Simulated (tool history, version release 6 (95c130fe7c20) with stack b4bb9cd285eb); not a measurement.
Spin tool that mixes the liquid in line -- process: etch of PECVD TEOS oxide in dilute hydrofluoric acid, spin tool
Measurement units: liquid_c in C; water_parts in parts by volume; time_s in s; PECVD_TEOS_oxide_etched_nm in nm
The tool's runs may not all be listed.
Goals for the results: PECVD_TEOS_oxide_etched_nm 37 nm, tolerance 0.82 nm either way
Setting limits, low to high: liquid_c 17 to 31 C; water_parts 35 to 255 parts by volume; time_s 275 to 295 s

run,day,liquid_c,water_parts,time_s,PECVD_TEOS_oxide_etched_nm
1,0,23,145,275,51.288
2,0.221,23,100,275,77.632
3,0.571,23,145,275,50.752
4,0.721,22,145,275,49.17
5,1.096,25,145,275,55.615
6,1.375,25,115,275,72.196
7,1.588,21,165,275,40.453
8,1.933,20.5,165,275,39.882
9,2.142,20,165,275,39.054

5 next moves are on the table. One of them brings every result within its allowed miss. Which?
A,2.35,19,170,295,?
B,2.35,20,175,280,?
C,2.35,18.5,155,275,?
D,2.35,23.5,185,290,?
E,2.35,20.5,170,280,?

move,PECVD_TEOS_oxide_etched_nm
A,39.173
B,37.385
C,39.848
D,41.454
E,39.445
A: lands further from the targets than the last run did
B: all results in spec
C: lands further from the targets than the last run did
D: lands further from the targets than the last run did
E: lands further from the targets than the last run did
The move that meets every target is B.
